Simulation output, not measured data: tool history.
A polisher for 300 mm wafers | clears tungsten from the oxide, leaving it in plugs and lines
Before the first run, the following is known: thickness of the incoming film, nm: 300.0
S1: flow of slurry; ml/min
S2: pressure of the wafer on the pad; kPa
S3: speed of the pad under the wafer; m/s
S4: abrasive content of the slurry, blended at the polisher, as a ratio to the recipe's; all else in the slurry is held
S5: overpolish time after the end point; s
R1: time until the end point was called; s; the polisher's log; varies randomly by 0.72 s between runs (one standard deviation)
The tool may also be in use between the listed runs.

run 1 hour=0.0 | S1=210 S2=18.6 S3=1.10 S4=1.00 S5=2 | R1=57.524
run 2 hour=6.0 | S1=210 S2=18.6 S3=1.10 S4=1.00 S5=2 | R1=58.420
run 3 hour=8.3 | S1=210 S2=18.6 S3=1.10 S4=1.00 S5=2 | R1=55.848
run 4 hour=16.4 | S1=210 S2=18.6 S3=1.22 S4=1.00 S5=2 | R1=53.465
run 5 hour=24.8 | S1=210 S2=18.6 S3=1.22 S4=1.15 S5=2 | R1=51.541
run 6 hour=32.4 | S1=210 S2=20.0 S3=1.24 S4=1.15 S5=2 | R1=47.795
run 7 hour=33.4 | S1=210 S2=20.7 S3=1.26 S4=1.15 S5=2 | R1=45.951
run 8 hour=39.7 | S1=210 S2=21.4 S3=1.26 S4=1.15 S5=2 | R1=44.795

Run 9 is up next; what results do you expect?
run 9 hour=44.0 | S1=210 S2=22.1 S3=1.26 S4=1.15 S5=2 | R1=?

Run 9 came out at R1 44.004 s.
